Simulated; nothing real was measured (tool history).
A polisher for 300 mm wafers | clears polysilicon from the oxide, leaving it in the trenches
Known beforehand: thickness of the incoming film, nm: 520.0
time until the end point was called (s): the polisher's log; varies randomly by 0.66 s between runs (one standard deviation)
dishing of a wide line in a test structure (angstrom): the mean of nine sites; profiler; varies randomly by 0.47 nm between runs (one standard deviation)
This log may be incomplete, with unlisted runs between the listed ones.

run	day	flow of slurry (ml/min)	pressure of the wafer on the pad (kPa)	speed of the pad under the wafer (cm/s)	overpolish time after the end point (s)	time until the end point was called (s)	dishing of a wide line in a test structure (angstrom)
1	0	120	13.8	88	13	64.318	414.53
2	0.054	120	13.8	78	13	68.27	397.53
3	0.379	125	15.9	80	13	61.058	407.17
4	0.629	105	15.9	80	13	64.196	404.48
5	0.733	115	17.9	82	13	56.323	415.61
6	0.838	120	19.3	86	12	49.481	415.68

Run 7 has not been measured yet. What should we expect?
7	0.921	125	20	88	12	?	?

Run 7 came out at time until the end point was called (s) 47.876, dishing of a wide line in a test structure (angstrom) 431.31.

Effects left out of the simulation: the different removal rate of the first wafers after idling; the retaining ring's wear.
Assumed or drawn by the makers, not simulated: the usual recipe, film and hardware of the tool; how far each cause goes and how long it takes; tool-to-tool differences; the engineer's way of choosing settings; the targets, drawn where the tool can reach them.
